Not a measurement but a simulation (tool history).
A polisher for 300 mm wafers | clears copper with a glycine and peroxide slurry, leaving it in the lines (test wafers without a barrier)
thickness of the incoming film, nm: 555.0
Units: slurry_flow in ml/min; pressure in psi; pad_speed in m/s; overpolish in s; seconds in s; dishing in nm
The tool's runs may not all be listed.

| run | day | slurry_flow | pressure | pad_speed | overpolish | seconds | dishing |
|---|---|---|---|---|---|---|---|
| 1 | 0.000 | 250 | 3.5 | 0.84 | 27 | 97.392 | 83.850 |
| 2 | 0.138 | 250 | 3.5 | 0.94 | 27 | 88.939 | 89.134 |
| 3 | 0.162 | 250 | 3.5 | 0.94 | 18 | 89.246 | 63.753 |
| 4 | 0.246 | 310 | 3.5 | 0.94 | 18 | 86.131 | 65.528 |
| 5 | 0.279 | 310 | 3.9 | 0.94 | 18 | 79.148 | 70.679 |
| 6 | 0.367 | 360 | 3.9 | 0.94 | 18 | 78.991 | 70.742 |

The next listed run, before its measurement:
| 7 | 0.458 | 360 | 3.9 | 0.94 | 20 | ? | ? |

{"run 7": {"seconds": 79.784, "dishing": 79.129}}
